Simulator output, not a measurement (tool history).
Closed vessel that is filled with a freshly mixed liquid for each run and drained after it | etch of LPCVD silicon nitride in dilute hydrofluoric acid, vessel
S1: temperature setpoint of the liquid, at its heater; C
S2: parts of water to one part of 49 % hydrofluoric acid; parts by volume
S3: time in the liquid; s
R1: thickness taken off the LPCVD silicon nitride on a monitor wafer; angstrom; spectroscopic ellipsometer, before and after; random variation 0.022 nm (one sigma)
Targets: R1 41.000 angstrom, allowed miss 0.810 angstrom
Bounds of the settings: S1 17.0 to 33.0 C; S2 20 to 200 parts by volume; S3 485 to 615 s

run	hour	S1	S2	S3	R1
1	0.0	25.0	110	615	31.000
2	2.6	26.0	110	615	33.201
3	10.9	28.5	110	615	38.897
4	13.7	29.0	110	615	40.065
5	19.1	31.0	110	615	45.136
6	21.0	31.0	85	615	58.137
7	29.7	30.0	85	615	54.890
8	34.8	29.0	85	615	51.740
9	42.3	28.5	85	615	49.940
10	44.7	28.0	85	615	48.676

Which of these 5 next moves meets every target?
A	47.1	26.0	65	615	?
B	47.1	25.5	90	590	?
C	47.1	31.5	100	555	?
D	47.1	26.5	90	600	?
E	47.1	29.5	90	545	?

move	R1
A	56.199
B	37.818
C	46.917
D	41.047
E	45.191
A: further off than the last run
B: takes the result that was furthest off past its target
C: nearer than the last run, and not there yet
D: meets every target
E: nearer than the last run, and not there yet
Answer: D

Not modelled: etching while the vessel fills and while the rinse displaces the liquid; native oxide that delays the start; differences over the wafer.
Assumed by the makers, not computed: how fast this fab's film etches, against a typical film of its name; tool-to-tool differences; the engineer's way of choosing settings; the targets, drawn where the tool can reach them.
